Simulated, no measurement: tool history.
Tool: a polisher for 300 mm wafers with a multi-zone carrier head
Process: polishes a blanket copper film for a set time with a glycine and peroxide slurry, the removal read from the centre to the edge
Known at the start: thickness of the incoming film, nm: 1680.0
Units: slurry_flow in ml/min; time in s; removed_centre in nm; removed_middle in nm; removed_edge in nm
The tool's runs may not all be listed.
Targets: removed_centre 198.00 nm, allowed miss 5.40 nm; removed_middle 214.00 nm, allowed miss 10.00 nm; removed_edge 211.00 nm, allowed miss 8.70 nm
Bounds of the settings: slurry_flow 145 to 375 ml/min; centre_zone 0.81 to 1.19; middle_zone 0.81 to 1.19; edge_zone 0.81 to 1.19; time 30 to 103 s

run,day,slurry_flow,centre_zone,middle_zone,edge_zone,time,removed_centre,removed_middle,removed_edge
1,0.000,240,1.00,1.00,1.00,66,258.82,262.10,261.83
2,0.300,240,0.98,0.99,0.98,64,246.26,250.86,247.46
3,0.479,270,0.98,0.99,0.98,64,250.00,253.37,249.83
4,0.512,265,0.95,0.97,0.96,63,236.95,246.08,246.44
5,0.654,260,0.94,0.96,0.94,62,234.51,237.72,241.94
6,0.788,260,0.94,0.91,0.94,62,231.34,232.16,244.20
7,0.896,260,0.93,0.92,0.93,61,224.73,225.51,235.83
8,0.996,260,0.93,0.92,0.93,61,220.96,230.31,240.15
9,1.179,255,0.93,0.93,0.92,60,218.74,226.58,228.92
10,1.538,245,0.92,0.93,0.91,60,216.72,225.90,227.17
11,1.692,240,0.91,0.93,0.90,60,216.02,224.11,225.84
12,1.742,235,0.90,0.93,0.89,60,213.00,217.01,223.31
13,1.808,235,0.89,0.94,0.89,60,208.73,227.25,225.37
14,1.958,230,0.89,0.94,0.88,60,206.64,218.06,224.56
15,2.196,225,0.89,0.95,0.87,60,207.59,222.23,226.13
16,2.446,225,0.89,0.96,0.87,59,203.57,223.11,223.21
17,2.512,220,0.89,0.96,0.86,59,206.92,224.60,215.16

4 next moves are on the table. One of them brings every result within its allowed miss. Which?
A,2.579,145,0.94,0.97,0.83,61,?,?,?
B,2.579,355,0.89,0.95,0.90,54,?,?,?
C,2.579,230,0.86,1.04,0.81,59,?,?,?
D,2.579,285,0.98,0.99,0.83,56,?,?,?

move,removed_centre,removed_middle,removed_edge
A,210.54,220.34,213.50
B,198.16,212.78,210.11
C,199.84,240.77,214.30
D,221.76,224.01,208.70
A: further off than the last run
B: meets every target
C: brings the result that was furthest off to its target, and leaves another outside
D: further off than the last run
Move B is the one to make.

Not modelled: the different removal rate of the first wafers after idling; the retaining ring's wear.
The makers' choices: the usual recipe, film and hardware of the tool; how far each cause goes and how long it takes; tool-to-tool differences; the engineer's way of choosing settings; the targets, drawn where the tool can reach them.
